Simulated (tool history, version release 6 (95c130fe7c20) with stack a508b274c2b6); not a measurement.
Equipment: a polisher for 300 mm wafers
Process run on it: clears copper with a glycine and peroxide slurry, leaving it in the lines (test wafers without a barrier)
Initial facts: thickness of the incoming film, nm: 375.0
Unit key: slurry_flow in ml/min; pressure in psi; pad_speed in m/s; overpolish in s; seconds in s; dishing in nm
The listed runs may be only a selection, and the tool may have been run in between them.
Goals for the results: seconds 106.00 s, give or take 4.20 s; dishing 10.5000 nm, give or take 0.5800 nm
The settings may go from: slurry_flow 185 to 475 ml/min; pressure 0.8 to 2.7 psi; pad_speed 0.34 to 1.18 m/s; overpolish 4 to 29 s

run 1 hour=0.0 | slurry_flow=305 pressure=1.7 pad_speed=0.76 overpolish=15 | seconds=123.25 dishing=31.9100
run 2 hour=7.4 | slurry_flow=275 pressure=1.5 pad_speed=0.86 overpolish=12 | seconds=124.34 dishing=26.6400
run 3 hour=11.4 | slurry_flow=325 pressure=1.5 pad_speed=0.82 overpolish=10 | seconds=126.23 dishing=21.7070
run 4 hour=17.3 | slurry_flow=365 pressure=1.4 pad_speed=0.86 overpolish=8 | seconds=125.82 dishing=17.1200
run 5 hour=20.5 | slurry_flow=365 pressure=1.4 pad_speed=1.02 overpolish=8 | seconds=113.31 dishing=18.8870
run 6 hour=21.2 | slurry_flow=395 pressure=1.3 pad_speed=1.06 overpolish=7 | seconds=115.77 dishing=16.6520
run 7 hour=23.3 | slurry_flow=415 pressure=1.3 pad_speed=1.10 overpolish=6 | seconds=113.79 dishing=14.3730
run 8 hour=30.5 | slurry_flow=430 pressure=1.3 pad_speed=1.12 overpolish=5 | seconds=110.59 dishing=12.5500
run 9 hour=33.5 | slurry_flow=475 pressure=1.2 pad_speed=1.18 overpolish=4 | seconds=110.51 dishing=9.8783

Which one of the following 4 next-run settings gets every result inside its allowed miss? There is exactly one.
run A hour=36.5 | slurry_flow=475 pressure=1.2 pad_speed=1.16 overpolish=4 | seconds=? dishing=?
run B hour=36.5 | slurry_flow=475 pressure=1.1 pad_speed=1.18 overpolish=4 | seconds=? dishing=?
run C hour=36.5 | slurry_flow=470 pressure=1.3 pad_speed=1.18 overpolish=4 | seconds=? dishing=?
run D hour=36.5 | slurry_flow=475 pressure=1.2 pad_speed=1.04 overpolish=4 | seconds=? dishing=?

move=A seconds=114.87 dishing=9.6359
move=B seconds=120.59 dishing=9.1876
move=C seconds=107.36 dishing=10.2880
move=D seconds=123.49 dishing=8.9941
A: further off than the last run
B: further off than the last run
C: each result inside its tolerance
D: further off than the last run
Move C is the one to make.
